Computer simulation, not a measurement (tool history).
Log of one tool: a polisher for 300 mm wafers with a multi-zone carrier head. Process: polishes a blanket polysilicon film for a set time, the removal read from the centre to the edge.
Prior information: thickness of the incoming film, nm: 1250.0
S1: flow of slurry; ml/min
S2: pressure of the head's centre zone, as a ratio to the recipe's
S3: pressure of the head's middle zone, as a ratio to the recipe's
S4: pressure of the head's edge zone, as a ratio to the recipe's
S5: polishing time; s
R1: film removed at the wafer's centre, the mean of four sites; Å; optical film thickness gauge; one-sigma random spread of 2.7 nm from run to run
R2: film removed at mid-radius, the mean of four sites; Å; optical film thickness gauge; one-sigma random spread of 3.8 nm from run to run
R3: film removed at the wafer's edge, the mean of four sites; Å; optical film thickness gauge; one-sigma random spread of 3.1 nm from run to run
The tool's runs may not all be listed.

{"run": 1, "hour": 0.0, "S1": 220, "S2": 1.0, "S3": 1.0, "S4": 1.0, "S5": 39, "R1": 3665.2, "R2": 3725.8, "R3": 3877.2}
{"run": 2, "hour": 8.8, "S1": 220, "S2": 1.06, "S3": 1.0, "S4": 1.0, "S5": 39, "R1": 3929.8, "R2": 3696.0, "R3": 3860.4}
{"run": 3, "hour": 16.4, "S1": 215, "S2": 1.04, "S3": 0.99, "S4": 1.02, "S5": 39, "R1": 3774.0, "R2": 3674.6, "R3": 3892.7}
{"run": 4, "hour": 18.2, "S1": 215, "S2": 1.08, "S3": 0.99, "S4": 1.02, "S5": 39, "R1": 3989.9, "R2": 3687.7, "R3": 3899.8}
{"run": 5, "hour": 26.1, "S1": 215, "S2": 1.08, "S3": 0.92, "S4": 1.02, "S5": 39, "R1": 3931.5, "R2": 3466.4, "R3": 3883.7}
{"run": 6, "hour": 32.5, "S1": 215, "S2": 1.08, "S3": 0.96, "S4": 1.02, "S5": 39, "R1": 3913.9, "R2": 3536.9, "R3": 3856.7}
{"run": 7, "hour": 35.7, "S1": 210, "S2": 1.06, "S3": 0.96, "S4": 1.04, "S5": 39, "R1": 3824.9, "R2": 3577.2, "R3": 3923.7}
{"run": 8, "hour": 40.6, "S1": 205, "S2": 1.05, "S3": 0.96, "S4": 1.06, "S5": 39, "R1": 3799.9, "R2": 3508.7, "R3": 3975.3}
{"run": 9, "hour": 45.9, "S1": 200, "S2": 1.03, "S3": 0.97, "S4": 1.07, "S5": 39, "R1": 3729.3, "R2": 3554.3, "R3": 3955.5}
{"run": 10, "hour": 54.5, "S1": 200, "S2": 1.01, "S3": 0.97, "S4": 1.08, "S5": 39, "R1": 3675.0, "R2": 3568.3, "R3": 3947.9}

What will run 11 give?
{"run": 11, "hour": 55.2, "S1": 200, "S2": 0.99, "S3": 0.96, "S4": 1.09, "S5": 39, "R1": "?", "R2": "?", "R3": "?"}

R1: 3527.8 Å
R2: 3528.1 Å
R3: 3967.3 Å
